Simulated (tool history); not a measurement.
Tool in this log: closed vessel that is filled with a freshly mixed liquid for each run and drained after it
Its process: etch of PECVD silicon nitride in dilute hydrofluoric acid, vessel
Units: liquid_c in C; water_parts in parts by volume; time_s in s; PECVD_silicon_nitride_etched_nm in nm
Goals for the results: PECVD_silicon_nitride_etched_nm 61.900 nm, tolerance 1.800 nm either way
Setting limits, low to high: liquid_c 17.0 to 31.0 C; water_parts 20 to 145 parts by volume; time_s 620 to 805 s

| run | hour | liquid_c | water_parts | time_s | PECVD_silicon_nitride_etched_nm |
|---|---|---|---|---|---|
| 1 | 0.0 | 23.0 | 80 | 805 | 17.923 |
| 2 | 7.1 | 24.5 | 70 | 805 | 22.378 |
| 3 | 12.7 | 26.0 | 60 | 805 | 29.120 |
| 4 | 19.1 | 26.0 | 60 | 620 | 22.403 |
| 5 | 25.5 | 27.0 | 50 | 660 | 30.509 |
| 6 | 32.1 | 28.0 | 45 | 670 | 36.527 |
| 7 | 34.0 | 28.5 | 40 | 670 | 42.496 |
| 8 | 37.9 | 29.0 | 40 | 670 | 43.478 |
| 9 | 46.8 | 29.5 | 35 | 670 | 51.471 |
| 10 | 52.1 | 30.0 | 35 | 670 | 53.076 |
| 11 | 57.4 | 30.5 | 35 | 670 | 54.926 |
| 12 | 61.4 | 31.0 | 30 | 670 | 65.059 |
| 13 | 70.0 | 30.5 | 30 | 670 | 63.832 |

5 next moves are on the table. One of them brings every result within its allowed miss. Which?
| A | 78.6 | 29.0 | 30 | 685 | ? |
| B | 78.6 | 31.0 | 35 | 790 | ? |
| C | 78.6 | 31.0 | 35 | 805 | ? |
| D | 78.6 | 30.5 | 35 | 750 | ? |
| E | 78.6 | 30.5 | 30 | 620 | ? |

| move | PECVD_silicon_nitride_etched_nm |
|---|---|
| A | 59.794 |
| B | 67.585 |
| C | 68.868 |
| D | 62.119 |
| E | 59.699 |
A: takes the result that was furthest off past its target
B: lands further from the targets than the last run did
C: lands further from the targets than the last run did
D: all results land within tolerance of their targets
E: takes the result that was furthest off past its target
D is the move that brings every result within its allowed miss.
